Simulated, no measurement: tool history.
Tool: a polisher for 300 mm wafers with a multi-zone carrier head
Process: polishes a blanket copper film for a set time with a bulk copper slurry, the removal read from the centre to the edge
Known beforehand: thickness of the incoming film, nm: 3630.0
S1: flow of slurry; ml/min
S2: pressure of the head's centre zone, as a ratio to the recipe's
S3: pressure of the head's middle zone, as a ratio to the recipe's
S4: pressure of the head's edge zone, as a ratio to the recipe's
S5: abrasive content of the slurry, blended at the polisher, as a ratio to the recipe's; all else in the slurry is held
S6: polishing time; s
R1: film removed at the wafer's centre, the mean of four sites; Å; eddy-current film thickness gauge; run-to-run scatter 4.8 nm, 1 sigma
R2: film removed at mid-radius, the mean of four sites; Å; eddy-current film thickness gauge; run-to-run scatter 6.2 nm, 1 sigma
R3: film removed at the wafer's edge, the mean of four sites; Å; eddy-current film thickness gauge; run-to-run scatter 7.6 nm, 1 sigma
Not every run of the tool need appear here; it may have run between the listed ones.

run 1 day=0 | S1=260 S2=1 S3=1 S4=1 S5=1 S6=71 | R1=7802 R2=8170.9 R3=8375.3
run 2 day=0.304 | S1=260 S2=1 S3=1 S4=1 S5=1 S6=83 | R1=9272.9 R2=9536.8 R3=9528.6
run 3 day=0.4 | S1=255 S2=0.99 S3=0.99 S4=0.99 S5=0.95 S6=79 | R1=8569 R2=8609.7 R3=8905.4
run 4 day=0.7 | S1=255 S2=0.99 S3=0.99 S4=1.02 S5=0.95 S6=79 | R1=8514.3 R2=8642.6 R3=9144.9
run 5 day=0.775 | S1=255 S2=0.99 S3=0.99 S4=1.07 S5=0.95 S6=79 | R1=8559.9 R2=8799.6 R3=9596.3
run 6 day=1.138 | S1=255 S2=0.97 S3=0.99 S4=1.05 S5=0.9 S6=76 | R1=7974.4 R2=8557.2 R3=8531.2
run 7 day=1.25 | S1=250 S2=0.96 S3=0.97 S4=1.06 S5=0.9 S6=73 | R1=7690.4 R2=7961.1 R3=8634.9
run 8 day=1.558 | S1=245 S2=0.95 S3=0.97 S4=1.06 S5=0.85 S6=70 | R1=7156.2 R2=7489.4 R3=8277.6
run 9 day=1.662 | S1=245 S2=0.94 S3=0.97 S4=1.05 S5=0.8 S6=68 | R1=6659.8 R2=7147.2 R3=7658.4
run 10 day=1.9 | S1=240 S2=0.93 S3=0.96 S4=1.04 S5=0.75 S6=67 | R1=6574.8 R2=6961.5 R3=7409.8
run 11 day=2.046 | S1=240 S2=0.92 S3=0.96 S4=1.04 S5=0.7 S6=65 | R1=6237 R2=6560.1 R3=7082.7
run 12 day=2.133 | S1=240 S2=0.91 S3=0.96 S4=1.03 S5=0.7 S6=64 | R1=6058.3 R2=6452.8 R3=6877.9
run 13 day=2.358 | S1=240 S2=0.9 S3=0.96 S4=1.03 S5=0.7 S6=63 | R1=5887.8 R2=6378.1 R3=6716.8
run 14 day=2.442 | S1=240 S2=0.89 S3=0.96 S4=1.03 S5=0.7 S6=62 | R1=5789.4 R2=6344.6 R3=6726.8
run 15 day=2.562 | S1=225 S2=0.83 S3=0.92 S4=0.94 S5=0.5 S6=52 | R1=4170.1 R2=4825.9 R3=5067.5

Run 16, settings as shown, results not yet in. Your forecast:
run 16 day=2.683 | S1=230 S2=0.83 S3=0.92 S4=0.95 S5=0.5 S6=52 | R1=? R2=? R3=?

{"run 16": {"R1": 4221.7, "R2": 4908.5, "R3": 5140.6}}

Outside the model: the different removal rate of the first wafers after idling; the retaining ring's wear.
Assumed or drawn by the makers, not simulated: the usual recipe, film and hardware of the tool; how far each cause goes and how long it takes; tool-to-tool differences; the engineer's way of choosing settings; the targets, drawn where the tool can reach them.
